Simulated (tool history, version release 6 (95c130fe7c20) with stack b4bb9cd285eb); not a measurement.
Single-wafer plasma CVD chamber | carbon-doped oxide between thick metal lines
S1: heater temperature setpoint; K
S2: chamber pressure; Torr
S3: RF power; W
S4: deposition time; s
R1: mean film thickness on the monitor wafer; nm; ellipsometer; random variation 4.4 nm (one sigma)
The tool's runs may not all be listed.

run 1 day=0 | S1=598.15 S2=5.24 S3=590 S4=138 | R1=770.17
run 2 day=0.304 | S1=598.15 S2=5.24 S3=590 S4=138 | R1=774.12
run 3 day=0.504 | S1=594.15 S2=5.5 S3=600 S4=138 | R1=797.09
run 4 day=0.808 | S1=591.15 S2=5.67 S3=605 S4=138 | R1=817.82
run 5 day=1.083 | S1=601.15 S2=5.67 S3=605 S4=138 | R1=780.56
run 6 day=1.346 | S1=597.15 S2=5.82 S3=610 S4=138 | R1=798.21
run 7 day=1.662 | S1=594.15 S2=5.91 S3=615 S4=138 | R1=814.3

Forecast run 8:
run 8 day=1.817 | S1=592.15 S2=5.98 S3=620 S4=138 | R1=?

Run 8 gave R1 826.66 nm.
